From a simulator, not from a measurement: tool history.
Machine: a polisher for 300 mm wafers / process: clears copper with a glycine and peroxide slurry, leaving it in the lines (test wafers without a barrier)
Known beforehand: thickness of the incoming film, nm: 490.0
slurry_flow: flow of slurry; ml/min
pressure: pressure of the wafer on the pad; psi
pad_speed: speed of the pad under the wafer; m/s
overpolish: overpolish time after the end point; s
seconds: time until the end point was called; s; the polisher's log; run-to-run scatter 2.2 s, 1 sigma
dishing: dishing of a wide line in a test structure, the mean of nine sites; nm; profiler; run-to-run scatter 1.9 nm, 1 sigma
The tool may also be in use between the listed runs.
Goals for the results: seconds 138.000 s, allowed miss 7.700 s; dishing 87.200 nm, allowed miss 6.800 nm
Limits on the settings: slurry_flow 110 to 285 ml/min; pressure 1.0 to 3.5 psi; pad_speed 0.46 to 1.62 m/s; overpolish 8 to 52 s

Run 1, hour 0.0: slurry_flow 180 ml/min, pressure 2.2 psi, pad_speed 1.04 m/s, overpolish 26 s. Result: seconds 104.460 s, dishing 75.053 nm.
Run 2, hour 2.4: slurry_flow 180 ml/min, pressure 2.1 psi, pad_speed 1.02 m/s, overpolish 29 s. Result: seconds 109.860 s, dishing 78.152 nm.
Run 3, hour 8.0: slurry_flow 180 ml/min, pressure 2.5 psi, pad_speed 1.02 m/s, overpolish 29 s. Result: seconds 96.691 s, dishing 82.828 nm.
Run 4, hour 9.4: slurry_flow 180 ml/min, pressure 2.3 psi, pad_speed 1.00 m/s, overpolish 31 s. Result: seconds 106.740 s, dishing 84.573 nm.
Run 5, hour 17.0: slurry_flow 180 ml/min, pressure 2.2 psi, pad_speed 1.00 m/s, overpolish 32 s. Result: seconds 104.250 s, dishing 85.921 nm.
Run 6, hour 21.1: slurry_flow 180 ml/min, pressure 2.2 psi, pad_speed 1.00 m/s, overpolish 39 s. Result: seconds 111.330 s, dishing 94.738 nm.
Run 7, hour 24.9: slurry_flow 180 ml/min, pressure 2.1 psi, pad_speed 1.00 m/s, overpolish 40 s. Result: seconds 112.730 s, dishing 95.755 nm.
Run 8, hour 31.6: slurry_flow 180 ml/min, pressure 2.0 psi, pad_speed 0.98 m/s, overpolish 40 s. Result: seconds 115.600 s, dishing 88.883 nm.
Run 9, hour 37.8: slurry_flow 180 ml/min, pressure 1.9 psi, pad_speed 0.96 m/s, overpolish 42 s. Result: seconds 127.060 s, dishing 92.204 nm.
Run 10, hour 38.8: slurry_flow 180 ml/min, pressure 1.9 psi, pad_speed 0.96 m/s, overpolish 42 s. Result: seconds 123.720 s, dishing 89.849 nm.

Which single option among these 4 for the next run brings every result within its allowed miss of target? Just one does.
Run A, hour 39.8: slurry_flow 115 ml/min, pressure 1.8 psi, pad_speed 1.36 m/s, overpolish 39 s. Result: seconds ?, dishing ?.
Run B, hour 39.8: slurry_flow 165 ml/min, pressure 2.0 psi, pad_speed 1.06 m/s, overpolish 40 s. Result: seconds ?, dishing ?.
Run C, hour 39.8: slurry_flow 170 ml/min, pressure 1.8 psi, pad_speed 0.90 m/s, overpolish 43 s. Result: seconds ?, dishing ?.
Run D, hour 39.8: slurry_flow 160 ml/min, pressure 2.1 psi, pad_speed 0.96 m/s, overpolish 39 s. Result: seconds ?, dishing ?.

move  seconds  dishing
   A  112.310   90.699
   B  114.830   93.302
   C  137.600   87.486
   D  119.370   90.696
A: misses by more than the last run did
B: misses by more than the last run did
C: all results land within tolerance of their targets
D: misses by more than the last run did
C meets every target.
